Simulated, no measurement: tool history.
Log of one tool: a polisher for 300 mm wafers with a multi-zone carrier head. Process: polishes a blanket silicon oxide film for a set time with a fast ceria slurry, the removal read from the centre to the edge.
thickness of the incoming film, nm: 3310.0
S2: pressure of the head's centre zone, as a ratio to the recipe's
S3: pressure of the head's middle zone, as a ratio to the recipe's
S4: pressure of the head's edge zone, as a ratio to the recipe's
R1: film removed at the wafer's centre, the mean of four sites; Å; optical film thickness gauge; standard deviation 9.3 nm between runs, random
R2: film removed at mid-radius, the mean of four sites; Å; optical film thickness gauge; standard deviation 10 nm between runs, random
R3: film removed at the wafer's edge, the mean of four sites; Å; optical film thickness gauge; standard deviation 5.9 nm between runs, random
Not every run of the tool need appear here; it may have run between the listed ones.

Run 1, hour 0: flow of slurry (ml/min) 165, S2 1, S3 1, S4 1, polishing time (s) 79. Result: R1 10119 Å, R2 9841.4 Å, R3 9963.6 Å.
Run 2, hour 7.7: flow of slurry (ml/min) 165, S2 1, S3 0.95, S4 1, polishing time (s) 79. Result: R1 10157 Å, R2 9582.8 Å, R3 10045 Å.
Run 3, hour 16.3: flow of slurry (ml/min) 165, S2 0.93, S3 0.95, S4 1, polishing time (s) 79. Result: R1 9544.3 Å, R2 9529.9 Å, R3 10034 Å.
Run 4, hour 18.6: flow of slurry (ml/min) 165, S2 0.93, S3 0.95, S4 1.06, polishing time (s) 79. Result: R1 9485.7 Å, R2 9372 Å, R3 10248 Å.
Run 5, hour 25.5: flow of slurry (ml/min) 165, S2 0.93, S3 0.89, S4 1.06, polishing time (s) 79. Result: R1 9295.3 Å, R2 8851.9 Å, R3 10343 Å.
Run 6, hour 27.3: flow of slurry (ml/min) 160, S2 0.95, S3 0.91, S4 1, polishing time (s) 73. Result: R1 8883.4 Å, R2 8785.7 Å, R3 9175.9 Å.

Run 7 comes next. What will it give?
Run 7, hour 35.8: flow of slurry (ml/min) 155, S2 0.97, S3 0.9, S4 0.98, polishing time (s) 69. Result: R1 ?, R2 ?, R3 ?.

R1: 8547.2 Å
R2: 7733.9 Å
R3: 8513.2 Å
